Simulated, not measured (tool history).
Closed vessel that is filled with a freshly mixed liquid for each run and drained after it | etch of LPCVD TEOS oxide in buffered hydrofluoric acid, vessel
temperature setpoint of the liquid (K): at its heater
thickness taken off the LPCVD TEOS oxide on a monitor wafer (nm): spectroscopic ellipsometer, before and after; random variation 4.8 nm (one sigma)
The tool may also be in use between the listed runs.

run	hour	temperature setpoint of the liquid (K)	parts of 40 % ammonium fluoride to one part of 49 % hydrofluoric acid (parts by volume)	time in the liquid (s)	thickness taken off the LPCVD TEOS oxide on a monitor wafer (nm)
1	0.0	297.15	15.0	95	230.29
2	7.5	297.15	15.0	100	243.37
3	11.6	298.15	14.0	100	273.89
4	15.8	298.15	17.0	100	227.77
5	19.3	299.15	15.5	100	258.10
6	20.5	299.15	11.5	100	353.44
7	25.7	300.15	11.0	100	391.76
8	33.5	300.65	10.5	100	419.98
9	35.4	301.15	10.5	100	422.32
10	37.4	305.15	7.0	100	772.81
11	46.7	304.65	7.0	100	750.71

Run 12 comes next. What will it give?
12	54.4	304.15	7.0	100	?

thickness taken off the LPCVD TEOS oxide on a monitor wafer (nm): 742.23
